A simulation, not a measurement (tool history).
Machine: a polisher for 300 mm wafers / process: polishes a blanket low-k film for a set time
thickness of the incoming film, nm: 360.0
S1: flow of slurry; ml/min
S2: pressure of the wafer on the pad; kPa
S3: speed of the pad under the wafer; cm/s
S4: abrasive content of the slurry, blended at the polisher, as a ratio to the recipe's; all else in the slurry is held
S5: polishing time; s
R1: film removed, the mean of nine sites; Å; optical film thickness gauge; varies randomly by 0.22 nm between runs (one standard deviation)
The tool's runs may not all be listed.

run  hour   S1    S2  S3   S4  S5      R1
  1   0.0  310  16.5  80  1.0  33  154.88
  2   1.4  310  16.5  60  1.0  33  128.53
  3   9.6  310  16.5  80  1.0  33  153.28
  4  17.7  310  17.9  80  1.0  33  167.27
  5  24.9  310  17.9  80  1.0  33  168.09
  6  26.4  310  17.9  94  1.0  33  185.46
  7  30.0  310  18.6  94  1.0  33  193.19

Run 8 comes next. What will it give?
  8  34.4  310  19.3  94  1.0  33   ?

Run 8 produced R1 200.57 Å.
